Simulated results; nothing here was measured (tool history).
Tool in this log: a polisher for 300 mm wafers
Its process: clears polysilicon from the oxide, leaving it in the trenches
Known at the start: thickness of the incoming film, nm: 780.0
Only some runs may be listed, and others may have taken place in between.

run	hour	flow of slurry (ml/min)	pressure of the wafer on the pad (psi)	speed of the pad under the wafer (cm/s)	overpolish time after the end point (s)	time until the end point was called (s)	dishing of a wide line in a test structure (Å)
1	0	160	1.8	128	30	85.786	514.72
2	7.8	160	1.8	128	19	84.948	502.69
3	13.8	160	1.9	128	19	80.641	481.35
4	19	160	1.9	128	28	80.873	516.28
5	21.9	160	2	128	28	77.394	522.83
6	29.2	160	2.1	128	26	72.955	513.83
7	37.7	160	2.2	128	25	70.986	502.82

For run 8, what comes out?
8	43.8	160	2.3	128	26	?	?

Logged for run 8: time until the end point was called (s) 67.404, dishing of a wide line in a test structure (Å) 511.41.
